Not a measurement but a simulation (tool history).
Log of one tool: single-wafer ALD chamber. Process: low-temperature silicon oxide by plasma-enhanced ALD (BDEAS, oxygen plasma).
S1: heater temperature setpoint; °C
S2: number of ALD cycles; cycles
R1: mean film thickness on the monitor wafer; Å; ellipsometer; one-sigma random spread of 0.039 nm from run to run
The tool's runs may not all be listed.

run	hour	S1	S2	R1
1	0	95	46	78.735
2	8.8	86	46	81.512
3	14.1	84	46	82.581
4	22.9	83	46	82.371
5	30.8	83	40	71.44
6	32.2	73	40	74.539

Run 7 has not been measured yet. What should we expect?
7	36.3	73	41	?

R1: 76.169 Å
